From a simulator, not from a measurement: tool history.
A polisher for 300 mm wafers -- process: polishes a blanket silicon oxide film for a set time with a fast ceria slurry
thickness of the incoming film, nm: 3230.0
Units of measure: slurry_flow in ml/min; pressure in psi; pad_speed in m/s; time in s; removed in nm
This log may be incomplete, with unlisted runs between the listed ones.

run	day	slurry_flow	pressure	pad_speed	time	removed
1	0	235	1.9	0.92	47	365.18
2	0.354	235	2	0.92	47	383.24
3	0.629	235	2.1	0.92	47	400.15
4	0.8	235	2.4	0.92	47	453.37
5	0.988	235	2.5	0.92	47	454.55
6	1.15	235	2.5	0.92	50	492.49
7	1.275	235	2.5	0.92	50	495.29
8	1.4	235	2.7	0.94	50	541.29

Expected results for the next run?
9	1.517	235	2.8	0.94	50	?

Run 9 yielded removed 542.86 nm.
